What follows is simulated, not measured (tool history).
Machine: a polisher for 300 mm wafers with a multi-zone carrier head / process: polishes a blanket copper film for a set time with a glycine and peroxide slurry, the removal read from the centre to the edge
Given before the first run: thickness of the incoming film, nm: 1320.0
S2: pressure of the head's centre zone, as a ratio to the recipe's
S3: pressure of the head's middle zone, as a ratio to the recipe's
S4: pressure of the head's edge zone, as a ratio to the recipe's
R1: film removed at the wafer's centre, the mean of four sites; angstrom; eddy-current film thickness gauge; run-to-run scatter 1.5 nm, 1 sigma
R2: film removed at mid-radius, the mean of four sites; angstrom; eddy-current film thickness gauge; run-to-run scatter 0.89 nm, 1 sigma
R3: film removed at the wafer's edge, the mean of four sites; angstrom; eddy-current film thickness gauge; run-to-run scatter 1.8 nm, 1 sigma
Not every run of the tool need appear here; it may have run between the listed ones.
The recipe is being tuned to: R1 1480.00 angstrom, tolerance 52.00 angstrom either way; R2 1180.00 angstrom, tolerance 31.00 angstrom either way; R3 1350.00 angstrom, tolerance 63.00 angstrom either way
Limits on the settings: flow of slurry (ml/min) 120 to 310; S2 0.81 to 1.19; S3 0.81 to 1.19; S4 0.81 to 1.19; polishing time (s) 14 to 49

{"run": 1, "hour": 0.0, "flow of slurry (ml/min)": 200, "S2": 1.0, "S3": 1.0, "S4": 1.0, "polishing time (s)": 31, "R1": 1191.6, "R2": 1232.8, "R3": 1190.1}
{"run": 2, "hour": 8.7, "flow of slurry (ml/min)": 200, "S2": 1.0, "S3": 1.0, "S4": 1.0, "polishing time (s)": 37, "R1": 1410.0, "R2": 1456.2, "R3": 1412.6}
{"run": 3, "hour": 14.6, "flow of slurry (ml/min)": 200, "S2": 0.95, "S3": 1.0, "S4": 1.0, "polishing time (s)": 37, "R1": 1339.5, "R2": 1445.5, "R3": 1423.3}
{"run": 4, "hour": 21.1, "flow of slurry (ml/min)": 200, "S2": 0.95, "S3": 1.0, "S4": 1.0, "polishing time (s)": 30, "R1": 1071.2, "R2": 1180.9, "R3": 1149.2}
{"run": 5, "hour": 24.9, "flow of slurry (ml/min)": 200, "S2": 0.95, "S3": 1.0, "S4": 1.0, "polishing time (s)": 22, "R1": 782.68, "R2": 856.47, "R3": 836.74}
{"run": 6, "hour": 29.4, "flow of slurry (ml/min)": 200, "S2": 0.95, "S3": 1.05, "S4": 1.0, "polishing time (s)": 22, "R1": 797.02, "R2": 890.54, "R3": 827.69}
{"run": 7, "hour": 34.1, "flow of slurry (ml/min)": 255, "S2": 1.05, "S3": 0.95, "S4": 1.1, "polishing time (s)": 31, "R1": 1255.0, "R2": 1207.9, "R3": 1234.2}
{"run": 8, "hour": 39.2, "flow of slurry (ml/min)": 255, "S2": 1.08, "S3": 0.92, "S4": 1.12, "polishing time (s)": 31, "R1": 1301.4, "R2": 1187.8, "R3": 1271.4}
{"run": 9, "hour": 45.6, "flow of slurry (ml/min)": 255, "S2": 1.1, "S3": 0.9, "S4": 1.13, "polishing time (s)": 31, "R1": 1337.2, "R2": 1164.6, "R3": 1276.4}
{"run": 10, "hour": 52.0, "flow of slurry (ml/min)": 260, "S2": 1.12, "S3": 0.89, "S4": 1.14, "polishing time (s)": 31, "R1": 1379.5, "R2": 1150.9, "R3": 1290.3}
{"run": 11, "hour": 55.9, "flow of slurry (ml/min)": 265, "S2": 1.13, "S3": 0.89, "S4": 1.15, "polishing time (s)": 31, "R1": 1368.5, "R2": 1160.3, "R3": 1309.2}
{"run": 12, "hour": 64.0, "flow of slurry (ml/min)": 270, "S2": 1.15, "S3": 0.89, "S4": 1.15, "polishing time (s)": 31, "R1": 1404.5, "R2": 1149.2, "R3": 1296.8}
{"run": 13, "hour": 70.8, "flow of slurry (ml/min)": 270, "S2": 1.16, "S3": 0.89, "S4": 1.16, "polishing time (s)": 31, "R1": 1415.2, "R2": 1168.5, "R3": 1300.6}
{"run": 14, "hour": 79.4, "flow of slurry (ml/min)": 270, "S2": 1.17, "S3": 0.89, "S4": 1.17, "polishing time (s)": 31, "R1": 1422.2, "R2": 1149.9, "R3": 1296.1}

Of the 4 settings listed for the next run, only one would bring every result within its allowed miss of target. Which one?
{"run": "A", "hour": 88.0, "flow of slurry (ml/min)": 240, "S2": 1.11, "S3": 0.81, "S4": 1.15, "polishing time (s)": 32, "R1": "?", "R2": "?", "R3": "?"}
{"run": "B", "hour": 88.0, "flow of slurry (ml/min)": 285, "S2": 1.06, "S3": 0.85, "S4": 1.19, "polishing time (s)": 31, "R1": "?", "R2": "?", "R3": "?"}
{"run": "C", "hour": 88.0, "flow of slurry (ml/min)": 270, "S2": 1.19, "S3": 0.82, "S4": 1.11, "polishing time (s)": 32, "R1": "?", "R2": "?", "R3": "?"}
{"run": "D", "hour": 88.0, "flow of slurry (ml/min)": 275, "S2": 1.17, "S3": 0.88, "S4": 1.19, "polishing time (s)": 32, "R1": "?", "R2": "?", "R3": "?"}

move=A R1=1376.30 R2=1112.70 R3=1318.20
move=B R1=1299.50 R2=1137.80 R3=1316.20
move=C R1=1497.60 R2=1136.90 R3=1308.60
move=D R1=1476.00 R2=1200.00 R3=1354.40
A: lands further from the targets than the last run did
B: lands further from the targets than the last run did
C: brings the result that was furthest off to its target, and leaves another outside
D: in spec on every target
Move D is the one to make.

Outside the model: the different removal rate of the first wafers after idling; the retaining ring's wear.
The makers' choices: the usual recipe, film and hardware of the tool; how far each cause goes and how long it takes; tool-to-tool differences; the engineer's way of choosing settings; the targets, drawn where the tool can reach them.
